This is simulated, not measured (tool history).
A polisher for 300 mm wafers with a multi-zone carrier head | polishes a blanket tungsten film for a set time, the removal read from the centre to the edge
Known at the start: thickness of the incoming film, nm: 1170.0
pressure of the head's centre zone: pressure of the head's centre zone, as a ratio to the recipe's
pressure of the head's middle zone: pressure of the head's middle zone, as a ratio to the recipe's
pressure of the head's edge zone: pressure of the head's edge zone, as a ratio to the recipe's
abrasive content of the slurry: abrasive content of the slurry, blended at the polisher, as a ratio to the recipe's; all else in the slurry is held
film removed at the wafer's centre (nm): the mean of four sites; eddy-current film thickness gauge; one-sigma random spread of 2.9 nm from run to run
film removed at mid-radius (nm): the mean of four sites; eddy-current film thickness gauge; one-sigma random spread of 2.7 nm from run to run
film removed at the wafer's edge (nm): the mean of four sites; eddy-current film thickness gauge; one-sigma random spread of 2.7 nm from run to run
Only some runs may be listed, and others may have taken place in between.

| run | hour | flow of slurry (ml/min) | pressure of the head's centre zone | pressure of the head's middle zone | pressure of the head's edge zone | abrasive content of the slurry | polishing time (s) | film removed at the wafer's centre (nm) | film removed at mid-radius (nm) | film removed at the wafer's edge (nm) |
|---|---|---|---|---|---|---|---|---|---|---|
| 1 | 0.0 | 245 | 1.00 | 1.00 | 1.00 | 1.00 | 37 | 232.42 | 229.95 | 236.99 |
| 2 | 6.0 | 245 | 1.00 | 0.99 | 1.02 | 1.05 | 38 | 239.12 | 239.50 | 245.44 |
| 3 | 9.7 | 245 | 1.00 | 0.99 | 1.02 | 1.05 | 43 | 273.58 | 271.27 | 281.95 |
| 4 | 14.0 | 245 | 1.00 | 0.99 | 1.02 | 0.85 | 43 | 257.79 | 254.10 | 262.34 |
| 5 | 15.8 | 245 | 1.00 | 0.94 | 1.02 | 0.85 | 43 | 256.79 | 245.78 | 262.99 |
| 6 | 20.9 | 245 | 1.00 | 0.93 | 1.04 | 0.90 | 44 | 265.72 | 251.40 | 280.21 |
| 7 | 26.1 | 290 | 1.09 | 0.98 | 1.14 | 1.15 | 47 | 338.56 | 309.45 | 339.93 |
| 8 | 30.8 | 290 | 1.09 | 0.98 | 1.14 | 1.15 | 47 | 342.48 | 305.81 | 339.62 |
| 9 | 31.6 | 290 | 1.09 | 0.98 | 1.14 | 1.15 | 47 | 339.91 | 308.08 | 336.82 |

Predict the results of run 10:
| 10 | 32.8 | 290 | 1.08 | 0.97 | 1.15 | 1.20 | 47 | ? | ? | ? |

Run 10 came out at film removed at the wafer's centre (nm) 345.26, film removed at mid-radius (nm) 312.96, film removed at the wafer's edge (nm) 342.14.
